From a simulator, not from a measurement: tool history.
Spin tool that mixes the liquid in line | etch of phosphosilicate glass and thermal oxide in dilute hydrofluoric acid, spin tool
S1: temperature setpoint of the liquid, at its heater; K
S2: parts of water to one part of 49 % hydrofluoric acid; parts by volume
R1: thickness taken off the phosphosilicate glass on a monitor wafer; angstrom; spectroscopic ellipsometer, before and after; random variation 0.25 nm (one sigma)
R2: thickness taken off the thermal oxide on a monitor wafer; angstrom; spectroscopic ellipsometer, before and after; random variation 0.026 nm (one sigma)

run 1 hour=0 | S1=298.15 S2=130 time_under_the_liquid_(s)=40 | R1=392.45 R2=14.608
run 2 hour=7.6 | S1=297.65 S2=130 time_under_the_liquid_(s)=40 | R1=384.19 R2=13.825
run 3 hour=12.6 | S1=297.15 S2=130 time_under_the_liquid_(s)=40 | R1=376.93 R2=14.207
run 4 hour=20.5 | S1=296.65 S2=135 time_under_the_liquid_(s)=40 | R1=351.88 R2=13.106
run 5 hour=21.9 | S1=296.65 S2=135 time_under_the_liquid_(s)=55 | R1=480.72 R2=17.457
run 6 hour=29.7 | S1=296.65 S2=135 time_under_the_liquid_(s)=35 | R1=306.23 R2=11.113

The next listed run, before its measurement:
run 7 hour=33.2 | S1=296.65 S2=135 time_under_the_liquid_(s)=35 | R1=? R2=?

{"run 7": {"R1": 308.66, "R2": 11.452}}

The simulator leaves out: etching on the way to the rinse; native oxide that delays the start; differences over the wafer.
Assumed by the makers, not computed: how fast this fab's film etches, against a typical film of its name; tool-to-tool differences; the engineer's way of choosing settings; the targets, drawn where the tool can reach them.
